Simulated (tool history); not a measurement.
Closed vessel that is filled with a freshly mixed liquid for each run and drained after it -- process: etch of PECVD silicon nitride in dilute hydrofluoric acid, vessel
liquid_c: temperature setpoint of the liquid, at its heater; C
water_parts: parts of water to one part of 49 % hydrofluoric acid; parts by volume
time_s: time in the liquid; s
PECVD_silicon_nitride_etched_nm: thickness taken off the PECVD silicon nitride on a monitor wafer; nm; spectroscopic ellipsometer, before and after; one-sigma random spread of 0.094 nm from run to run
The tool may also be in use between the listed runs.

run,hour,liquid_c,water_parts,time_s,PECVD_silicon_nitride_etched_nm
1,0,26,190,255,7.2731
2,2.2,26,190,175,5.0831
3,2.7,27.5,185,175,5.6447
4,10.6,27.5,185,175,5.6676
5,15.4,28,170,175,6.3168
6,21.6,29.5,170,175,6.7634
# hour 24.6: thermometer replaced
7,24.6,30,165,175,6.4227

Estimate the outcome of run 8 from the log above:
8,25.7,30,150,175,?

{"run 8": {"PECVD_silicon_nitride_etched_nm": 7.0641}}
